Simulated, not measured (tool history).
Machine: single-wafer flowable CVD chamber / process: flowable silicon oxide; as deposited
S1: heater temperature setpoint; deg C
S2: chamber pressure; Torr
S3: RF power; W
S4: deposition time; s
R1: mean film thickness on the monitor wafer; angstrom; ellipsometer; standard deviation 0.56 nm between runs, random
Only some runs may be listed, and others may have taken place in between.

Run 1, hour 0: S1 100 deg C, S2 0.575 Torr, S3 2345 W, S4 708 s. Result: R1 3475.9 angstrom.
Run 2, hour 5.2: S1 100 deg C, S2 0.575 Torr, S3 2070 W, S4 708 s. Result: R1 3419.3 angstrom.
Run 3, hour 11.6: S1 102 deg C, S2 0.575 Torr, S3 2070 W, S4 708 s. Result: R1 3164.9 angstrom.
Run 4, hour 20.5: S1 103 deg C, S2 0.575 Torr, S3 2070 W, S4 708 s. Result: R1 3047.9 angstrom.
Run 5, hour 28.2: S1 104 deg C, S2 0.575 Torr, S3 2070 W, S4 708 s. Result: R1 2935.3 angstrom.
Run 6, hour 30.5: S1 97 deg C, S2 0.575 Torr, S3 2070 W, S4 708 s. Result: R1 3823.4 angstrom.
Run 7, hour 31.3: S1 100 deg C, S2 0.575 Torr, S3 2070 W, S4 708 s. Result: R1 3409.9 angstrom.
Run 8, hour 32.1: S1 102 deg C, S2 0.575 Torr, S3 2070 W, S4 708 s. Result: R1 3174.5 angstrom.
Run 9, hour 38.5: S1 103 deg C, S2 0.575 Torr, S3 2070 W, S4 708 s. Result: R1 3046.6 angstrom.
Run 10, hour 44: S1 103 deg C, S2 0.575 Torr, S3 2070 W, S4 708 s. Result: R1 3037.8 angstrom.
Run 11, hour 46.9: S1 104 deg C, S2 0.575 Torr, S3 2070 W, S4 708 s. Result: R1 2944.5 angstrom.

Expected results for the next run?
Run 12, hour 55.7: S1 105 deg C, S2 0.575 Torr, S3 2070 W, S4 708 s. Result: R1 ?.

R1: 2826.3 angstrom

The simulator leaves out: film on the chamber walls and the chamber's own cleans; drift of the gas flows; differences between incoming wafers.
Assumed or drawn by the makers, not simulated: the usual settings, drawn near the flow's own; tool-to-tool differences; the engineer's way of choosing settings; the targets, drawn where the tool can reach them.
